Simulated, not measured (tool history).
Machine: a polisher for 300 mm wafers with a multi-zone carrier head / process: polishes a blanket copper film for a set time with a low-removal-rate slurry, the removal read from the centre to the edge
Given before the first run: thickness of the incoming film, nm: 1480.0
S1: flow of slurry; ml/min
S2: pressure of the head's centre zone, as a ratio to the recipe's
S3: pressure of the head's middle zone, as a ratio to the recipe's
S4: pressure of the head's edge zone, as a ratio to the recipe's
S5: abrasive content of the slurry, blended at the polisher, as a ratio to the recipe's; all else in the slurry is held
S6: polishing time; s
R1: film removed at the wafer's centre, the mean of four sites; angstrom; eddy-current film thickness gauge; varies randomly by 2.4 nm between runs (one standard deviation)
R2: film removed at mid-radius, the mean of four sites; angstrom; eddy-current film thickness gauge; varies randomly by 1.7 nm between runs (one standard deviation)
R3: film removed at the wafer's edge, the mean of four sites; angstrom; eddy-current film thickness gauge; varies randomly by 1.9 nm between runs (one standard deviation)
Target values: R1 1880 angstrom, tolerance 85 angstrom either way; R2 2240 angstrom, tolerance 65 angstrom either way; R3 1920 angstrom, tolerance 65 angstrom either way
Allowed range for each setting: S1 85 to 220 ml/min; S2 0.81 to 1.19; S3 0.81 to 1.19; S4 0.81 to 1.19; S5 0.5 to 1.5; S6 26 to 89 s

run  hour   S1    S2    S3    S4    S5  S6      R1      R2      R3
  1     0  140     1     1     1     1  57  1933.2  1871.8  1916.8
  2   6.7  140     1     1     1  0.85  57  1909.9  1831.6  1850.3
  3   8.2  145  0.99  1.02     1  0.85  57  1927.3  1882.4  1848.5
  4  11.5  150  0.98  1.03     1  0.85  57  1890.4  1919.1  1864.9
  5    16  155  0.97  1.04     1  0.85  57  1876.4  1910.9  1860.5
  6  21.7  155  0.97  1.04     1  0.85  66    2186  2245.8  2159.2
  7  24.5  150  0.96  1.05  0.99  0.85  66  2176.3  2213.1  2110.3
  8  30.2  150  0.95  1.06  0.99  0.85  66  2094.6  2270.6  2141.2
  9  38.2  145  0.95  1.06  0.98  0.85  66  2131.7  2266.5  2128.1
 10  44.5  145  0.94  1.06  0.97  0.85  66  2074.1  2235.4  2108.8

5 next moves are on the table. One of them brings every result within its allowed miss. Which?
  A  50.8  145  0.94  0.96     1   0.5  71   ?   ?   ?
  B  50.8  160  0.99  1.19  0.89   0.7  64   ?   ?   ?
  C  50.8  130  0.83  1.06  1.02  0.95  62   ?   ?   ?
  D  50.8  130  0.87   1.1  0.86  0.95  64   ?   ?   ?
  E  50.8  155  0.95  1.19  0.87   0.7  60   ?   ?   ?

move      R1      R2      R3
   A    2115  2054.4  2161.7
   B    2153  2373.7  1952.7
   C  1741.3  2091.6  2053.7
   D  1885.4  2228.5  1956.2
   E  1923.1  2212.5  1803.9
A: lands further from the targets than the last run did
B: corrects the largest miss of the last run, while another result sits out of spec
C: nearer the targets than the last run, but a result is still out of spec
D: all results in spec
E: carries the result that was furthest off beyond its target, to the other side
Correct choice: D, which meets every target
